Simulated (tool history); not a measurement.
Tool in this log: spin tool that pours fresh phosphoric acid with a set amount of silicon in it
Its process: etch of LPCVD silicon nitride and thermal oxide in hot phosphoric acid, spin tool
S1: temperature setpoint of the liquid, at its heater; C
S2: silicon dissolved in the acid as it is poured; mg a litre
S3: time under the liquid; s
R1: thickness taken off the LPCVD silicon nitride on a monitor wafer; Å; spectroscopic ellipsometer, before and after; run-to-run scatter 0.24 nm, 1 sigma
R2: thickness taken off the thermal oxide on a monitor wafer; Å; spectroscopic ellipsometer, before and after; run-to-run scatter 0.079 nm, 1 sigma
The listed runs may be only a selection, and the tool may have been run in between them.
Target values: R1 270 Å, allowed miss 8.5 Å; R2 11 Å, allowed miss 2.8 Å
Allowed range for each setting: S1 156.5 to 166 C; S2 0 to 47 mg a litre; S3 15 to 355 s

{"run": 1, "hour": 0.0, "S1": 161, "S2": 20.5, "S3": 180, "R1": 154.67, "R2": 4.0726}
{"run": 2, "hour": 7.2, "S1": 161, "S2": 20.5, "S3": 135, "R1": 117.85, "R2": 3.1099}
{"run": 3, "hour": 8.7, "S1": 161, "S2": 20.5, "S3": 175, "R1": 150.12, "R2": 3.7255}
{"run": 4, "hour": 9.5, "S1": 161.5, "S2": 18.5, "S3": 185, "R1": 162.84, "R2": 4.0039}
{"run": 5, "hour": 15.5, "S1": 161.5, "S2": 18.5, "S3": 245, "R1": 217.01, "R2": 5.5863}
{"run": 6, "hour": 18.5, "S1": 161.5, "S2": 9.5, "S3": 245, "R1": 217.45, "R2": 6.9037}
{"run": 7, "hour": 20.8, "S1": 162, "S2": 8, "S3": 250, "R1": 221.65, "R2": 7.325}
{"run": 8, "hour": 22.9, "S1": 162, "S2": 7, "S3": 255, "R1": 228.12, "R2": 7.2447}
{"run": 9, "hour": 30.8, "S1": 162, "S2": 6, "S3": 260, "R1": 232.59, "R2": 7.333}
{"run": 10, "hour": 33.9, "S1": 162, "S2": 5, "S3": 265, "R1": 240.46, "R2": 8.8744}
{"run": 11, "hour": 34.7, "S1": 162, "S2": 5, "S3": 265, "R1": 238.65, "R2": 9.2694}
{"run": 12, "hour": 41.3, "S1": 162.5, "S2": 4.5, "S3": 265, "R1": 238.98, "R2": 8.0302}
{"run": 13, "hour": 44.5, "S1": 162.5, "S2": 4, "S3": 270, "R1": 245.17, "R2": 9.0651}
{"run": 14, "hour": 46.1, "S1": 162.5, "S2": 3.5, "S3": 275, "R1": 250.6, "R2": 9.4364}
{"run": 15, "hour": 47.1, "S1": 162.5, "S2": 3, "S3": 275, "R1": 256.56, "R2": 8.3809}
{"run": 16, "hour": 47.8, "S1": 162.5, "S2": 2.5, "S3": 280, "R1": 255.69, "R2": 8.9032}
{"run": 17, "hour": 50.6, "S1": 162.5, "S2": 2, "S3": 280, "R1": 255.52, "R2": 9.6845}
{"run": 18, "hour": 59.4, "S1": 162.5, "S2": 1.5, "S3": 280, "R1": 259.8, "R2": 9.8205}
{"run": 19, "hour": 64.2, "S1": 162, "S2": 0.5, "S3": 285, "R1": 257.77, "R2": 9.5872}

Pick the move, out of 5, that brings all results within their allowed miss; only one does.
{"run": "A", "hour": 69.0, "S1": 159.5, "S2": 17.5, "S3": 315, "R1": "?", "R2": "?"}
{"run": "B", "hour": 69.0, "S1": 162.5, "S2": 0, "S3": 295, "R1": "?", "R2": "?"}
{"run": "C", "hour": 69.0, "S1": 162, "S2": 5, "S3": 260, "R1": "?", "R2": "?"}
{"run": "D", "hour": 69.0, "S1": 162, "S2": 4, "S3": 275, "R1": "?", "R2": "?"}
{"run": "E", "hour": 69.0, "S1": 162, "S2": 9, "S3": 280, "R1": "?", "R2": "?"}

move=A R1=259.5 R2=6.9909
move=B R1=268.66 R2=11.981
move=C R1=232.88 R2=9.2536
move=D R1=246.32 R2=9.9832
move=E R1=250.79 R2=9.1682
A: no better and no worse than the last run
B: meets every target
C: misses by more than the last run did
D: misses by more than the last run did
E: misses by more than the last run did
The right move is B.

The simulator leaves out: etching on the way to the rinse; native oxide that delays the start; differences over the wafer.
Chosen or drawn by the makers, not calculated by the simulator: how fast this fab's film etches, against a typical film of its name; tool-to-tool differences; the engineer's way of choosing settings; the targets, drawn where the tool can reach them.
